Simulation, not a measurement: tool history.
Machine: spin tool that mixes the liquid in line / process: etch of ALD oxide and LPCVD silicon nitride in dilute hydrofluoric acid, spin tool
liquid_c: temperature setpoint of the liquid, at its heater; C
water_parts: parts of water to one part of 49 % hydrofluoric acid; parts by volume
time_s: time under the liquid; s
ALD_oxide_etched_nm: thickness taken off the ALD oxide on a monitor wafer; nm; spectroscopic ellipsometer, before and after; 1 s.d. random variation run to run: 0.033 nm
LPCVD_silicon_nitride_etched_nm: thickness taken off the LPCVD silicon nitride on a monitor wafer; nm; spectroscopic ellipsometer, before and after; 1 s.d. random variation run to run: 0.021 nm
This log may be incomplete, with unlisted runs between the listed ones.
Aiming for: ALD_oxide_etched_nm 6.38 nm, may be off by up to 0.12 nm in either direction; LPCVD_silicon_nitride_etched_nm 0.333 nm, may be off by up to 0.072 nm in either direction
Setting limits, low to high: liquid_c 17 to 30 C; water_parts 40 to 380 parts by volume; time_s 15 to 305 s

| run | day | liquid_c | water_parts | time_s | ALD_oxide_etched_nm | LPCVD_silicon_nitride_etched_nm |
|---|---|---|---|---|---|---|
| 1 | 0 | 22 | 210 | 155 | 9.9374 | 0.47673 |
| 2 | 0.212 | 21 | 220 | 155 | 8.9713 | 0.44239 |
| 3 | 0.333 | 21 | 255 | 155 | 7.5409 | 0.31307 |
| 4 | 0.679 | 21 | 255 | 95 | 4.64 | 0.23205 |
| 5 | 0.825 | 22.5 | 255 | 95 | 4.8647 | 0.23922 |
| 6 | 1.05 | 20.5 | 255 | 95 | 4.5791 | 0.20981 |
| 7 | 1.158 | 22 | 250 | 95 | 4.9121 | 0.27524 |
| 8 | 1.446 | 22 | 245 | 95 | 5.0564 | 0.24753 |
| 9 | 1.617 | 23.5 | 245 | 95 | 5.3796 | 0.315 |
| 10 | 1.85 | 23.5 | 240 | 95 | 5.4427 | 0.25331 |
| 11 | 2.208 | 24.5 | 240 | 95 | 5.679 | 0.30782 |
| 12 | 2.446 | 25 | 240 | 95 | 5.776 | 0.30264 |
| 13 | 2.779 | 25.5 | 240 | 95 | 5.8712 | 0.30514 |
| 14 | 3.038 | 26 | 240 | 95 | 6.0075 | 0.31251 |
|  | 3.333 | hydrofluoric acid flow meter replaced |
| 15 | 3.333 | 26.5 | 240 | 95 | 5.3834 | 0.33336 |
| 16 | 3.65 | 26 | 235 | 95 | 5.3769 | 0.33632 |
| 17 | 3.962 | 25 | 225 | 95 | 5.4901 | 0.30584 |
| 18 | 4.05 | 25.5 | 215 | 95 | 5.9384 | 0.34012 |
| 19 | 4.096 | 25.5 | 210 | 95 | 6.0999 | 0.32818 |

Of the 5 settings listed for the next run, only one would bring every result within its allowed miss of target. Which one?
| A | 4.142 | 30 | 270 | 110 | ? | ? |
| B | 4.142 | 24 | 210 | 105 | ? | ? |
| C | 4.142 | 19 | 150 | 80 | ? | ? |
| D | 4.142 | 21.5 | 160 | 75 | ? | ? |
| E | 4.142 | 26 | 230 | 100 | ? | ? |

| move | ALD_oxide_etched_nm | LPCVD_silicon_nitride_etched_nm |
|---|---|---|
| A | 5.9675 | 0.39826 |
| B | 6.3496 | 0.34046 |
| C | 5.9477 | 0.26027 |
| D | 5.7114 | 0.27059 |
| E | 5.8081 | 0.3354 |
A: the biggest miss grows against the last run
B: hits every target within its allowed miss
C: the biggest miss grows against the last run
D: the biggest miss grows against the last run
E: the biggest miss grows against the last run
Move B is the one to make.
